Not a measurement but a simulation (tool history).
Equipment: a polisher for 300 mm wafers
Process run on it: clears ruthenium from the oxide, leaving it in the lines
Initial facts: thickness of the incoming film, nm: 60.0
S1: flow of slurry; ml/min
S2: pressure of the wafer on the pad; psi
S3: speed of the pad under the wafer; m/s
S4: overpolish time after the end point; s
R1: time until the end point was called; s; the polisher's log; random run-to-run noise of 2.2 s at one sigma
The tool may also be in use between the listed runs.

run  hour   S1   S2    S3  S4       R1
  1   0.0  265  1.3  1.06   8   78.428
  2   7.8  265  1.5  1.06   8   67.046
  3  13.3  265  1.5  1.06   8   69.174
  4  14.8  265  1.5  0.90   8   79.265
  5  19.7  265  1.2  0.88   8  101.590
  6  24.7  265  1.2  0.88   8  102.220
  7  27.8  265  1.0  0.88   8  118.670

Predict the results of run 8:
  8  30.5  265  0.9  0.88   8   ?

Run 8 yielded R1 132.000 s.
